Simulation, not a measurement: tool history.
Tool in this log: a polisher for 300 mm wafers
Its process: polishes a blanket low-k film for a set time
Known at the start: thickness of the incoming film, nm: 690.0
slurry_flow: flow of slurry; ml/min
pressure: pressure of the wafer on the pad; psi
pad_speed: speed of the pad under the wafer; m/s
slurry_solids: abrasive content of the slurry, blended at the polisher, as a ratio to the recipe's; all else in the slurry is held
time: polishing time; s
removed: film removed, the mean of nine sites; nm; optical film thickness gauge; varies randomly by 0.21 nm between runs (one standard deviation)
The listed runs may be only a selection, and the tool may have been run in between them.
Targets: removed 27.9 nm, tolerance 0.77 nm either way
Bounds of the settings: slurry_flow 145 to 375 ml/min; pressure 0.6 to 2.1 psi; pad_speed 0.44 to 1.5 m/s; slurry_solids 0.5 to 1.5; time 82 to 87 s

{"run": 1, "day": 0.0, "slurry_flow": 240, "pressure": 1.3, "pad_speed": 0.96, "slurry_solids": 1, "time": 82, "removed": 19.911}
{"run": 2, "day": 0.317, "slurry_flow": 245, "pressure": 1.4, "pad_speed": 0.96, "slurry_solids": 1, "time": 82, "removed": 21.265}
{"run": 3, "day": 0.688, "slurry_flow": 245, "pressure": 1.5, "pad_speed": 0.96, "slurry_solids": 1, "time": 82, "removed": 22.467}
{"run": 4, "day": 0.825, "slurry_flow": 245, "pressure": 1.6, "pad_speed": 0.96, "slurry_solids": 1, "time": 82, "removed": 23.709}
{"run": 5, "day": 1.108, "slurry_flow": 245, "pressure": 1.3, "pad_speed": 0.96, "slurry_solids": 1, "time": 82, "removed": 20.11}
{"run": 6, "day": 1.279, "slurry_flow": 250, "pressure": 1.4, "pad_speed": 0.96, "slurry_solids": 1, "time": 82, "removed": 21.161}
{"run": 7, "day": 1.596, "slurry_flow": 250, "pressure": 1.5, "pad_speed": 0.96, "slurry_solids": 1, "time": 82, "removed": 22.596}
{"run": 8, "day": 1.658, "slurry_flow": 255, "pressure": 1.6, "pad_speed": 0.96, "slurry_solids": 1, "time": 82, "removed": 24.37}
{"run": 9, "day": 1.833, "slurry_flow": 265, "pressure": 1.6, "pad_speed": 0.96, "slurry_solids": 1, "time": 82, "removed": 23.748}
{"run": 10, "day": 2.083, "slurry_flow": 265, "pressure": 1.8, "pad_speed": 0.96, "slurry_solids": 1, "time": 82, "removed": 26.9}

Which one of the following 4 next-run settings gets every result inside its allowed miss? There is exactly one.
{"run": "A", "day": 2.333, "slurry_flow": 290, "pressure": 1.7, "pad_speed": 1.02, "slurry_solids": 0.95, "time": 82, "removed": "?"}
{"run": "B", "day": 2.333, "slurry_flow": 275, "pressure": 1.8, "pad_speed": 1, "slurry_solids": 1, "time": 87, "removed": "?"}
{"run": "C", "day": 2.333, "slurry_flow": 260, "pressure": 1.7, "pad_speed": 1.08, "slurry_solids": 0.9, "time": 87, "removed": "?"}
{"run": "D", "day": 2.333, "slurry_flow": 165, "pressure": 2, "pad_speed": 0.72, "slurry_solids": 1.15, "time": 87, "removed": "?"}

move=A removed=26.002
move=B removed=29.171
move=C removed=27.704
move=D removed=26.164
A: moves away from the targets compared with the last run
B: moves the result that the last run missed by most past its target, out the other side
C: hits every target within its allowed miss
D: moves away from the targets compared with the last run
Answer: C
